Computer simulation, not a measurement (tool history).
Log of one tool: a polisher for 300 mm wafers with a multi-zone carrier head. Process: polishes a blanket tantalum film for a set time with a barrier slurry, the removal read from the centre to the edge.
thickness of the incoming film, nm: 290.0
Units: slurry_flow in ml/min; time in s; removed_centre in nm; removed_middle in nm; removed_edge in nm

| run | day | slurry_flow | centre_zone | middle_zone | edge_zone | slurry_solids | time | removed_centre | removed_middle | removed_edge |
|---|---|---|---|---|---|---|---|---|---|---|
| 1 | 0.000 | 205 | 1.00 | 1.00 | 1.00 | 1.00 | 37 | 36.169 | 35.936 | 35.881 |
| 2 | 0.121 | 205 | 1.00 | 1.06 | 1.00 | 1.00 | 37 | 35.903 | 37.913 | 36.030 |
| 3 | 0.371 | 205 | 1.00 | 1.07 | 1.02 | 1.05 | 38 | 37.601 | 39.692 | 36.986 |
| 4 | 0.529 | 205 | 1.00 | 1.07 | 1.02 | 0.90 | 38 | 35.686 | 37.898 | 35.687 |
| 5 | 0.679 | 205 | 1.00 | 1.16 | 1.02 | 0.90 | 38 | 35.645 | 40.898 | 34.838 |
| 6 | 1.033 | 205 | 0.99 | 1.15 | 1.04 | 1.00 | 39 | 37.928 | 42.412 | 38.602 |
| 7 | 1.221 | 210 | 0.98 | 1.16 | 1.04 | 1.05 | 39 | 37.256 | 44.288 | 38.650 |

The next listed run, before its measurement:
| 8 | 1.450 | 210 | 0.98 | 1.16 | 1.06 | 1.10 | 39 | ? | ? | ? |

{"run 8": {"removed_centre": 38.276, "removed_middle": 43.831, "removed_edge": 39.479}}
